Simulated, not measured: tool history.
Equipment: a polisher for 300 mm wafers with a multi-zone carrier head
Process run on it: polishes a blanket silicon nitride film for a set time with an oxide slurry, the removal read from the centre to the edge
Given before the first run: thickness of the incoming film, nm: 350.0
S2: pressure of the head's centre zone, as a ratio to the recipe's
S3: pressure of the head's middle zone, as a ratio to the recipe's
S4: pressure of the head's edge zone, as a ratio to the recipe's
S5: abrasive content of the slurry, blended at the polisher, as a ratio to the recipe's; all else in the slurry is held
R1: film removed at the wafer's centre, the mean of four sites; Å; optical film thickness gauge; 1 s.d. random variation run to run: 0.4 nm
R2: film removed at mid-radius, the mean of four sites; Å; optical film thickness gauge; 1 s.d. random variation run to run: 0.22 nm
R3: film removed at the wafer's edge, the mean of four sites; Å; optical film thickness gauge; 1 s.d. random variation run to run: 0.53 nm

Run 1, day 0.000: flow of slurry (ml/min) 245, S2 1.00, S3 1.00, S4 1.00, S5 1.00, polishing time (s) 87. Result: R1 523.49 Å, R2 545.35 Å, R3 528.43 Å.
Run 2, day 0.346: flow of slurry (ml/min) 245, S2 1.00, S3 1.00, S4 1.00, S5 1.20, polishing time (s) 87. Result: R1 570.07 Å, R2 580.00 Å, R3 559.76 Å.
Run 3, day 0.638: flow of slurry (ml/min) 245, S2 1.00, S3 0.94, S4 1.00, S5 1.20, polishing time (s) 87. Result: R1 575.25 Å, R2 558.48 Å, R3 560.06 Å.
Run 4, day 0.996: flow of slurry (ml/min) 240, S2 1.01, S3 0.91, S4 1.00, S5 1.05, polishing time (s) 84. Result: R1 517.63 Å, R2 485.80 Å, R3 506.67 Å.
Run 5, day 1.225: flow of slurry (ml/min) 235, S2 1.01, S3 0.89, S4 0.99, S5 0.95, polishing time (s) 83. Result: R1 489.18 Å, R2 447.18 Å, R3 478.05 Å.
Run 6, day 1.558: flow of slurry (ml/min) 235, S2 1.01, S3 0.96, S4 0.99, S5 0.95, polishing time (s) 83. Result: R1 494.49 Å, R2 484.40 Å, R3 466.22 Å.
Run 7, day 1.754: flow of slurry (ml/min) 230, S2 1.01, S3 0.93, S4 1.00, S5 0.85, polishing time (s) 82. Result: R1 451.51 Å, R2 436.99 Å, R3 442.59 Å.
Run 8, day 1.917: flow of slurry (ml/min) 220, S2 1.01, S3 0.90, S4 1.00, S5 0.80, polishing time (s) 82. Result: R1 434.87 Å, R2 406.08 Å, R3 431.96 Å.
Run 9, day 2.050: flow of slurry (ml/min) 210, S2 1.01, S3 0.88, S4 0.99, S5 0.75, polishing time (s) 82. Result: R1 417.17 Å, R2 385.62 Å, R3 398.60 Å.

Forecast run 10:
Run 10, day 2.254: flow of slurry (ml/min) 200, S2 1.01, S3 0.86, S4 1.00, S5 0.75, polishing time (s) 82. Result: R1 ?, R2 ?, R3 ?.

{"run 10": {"R1": 419.9, "R2": 374.75, "R3": 410.63}}

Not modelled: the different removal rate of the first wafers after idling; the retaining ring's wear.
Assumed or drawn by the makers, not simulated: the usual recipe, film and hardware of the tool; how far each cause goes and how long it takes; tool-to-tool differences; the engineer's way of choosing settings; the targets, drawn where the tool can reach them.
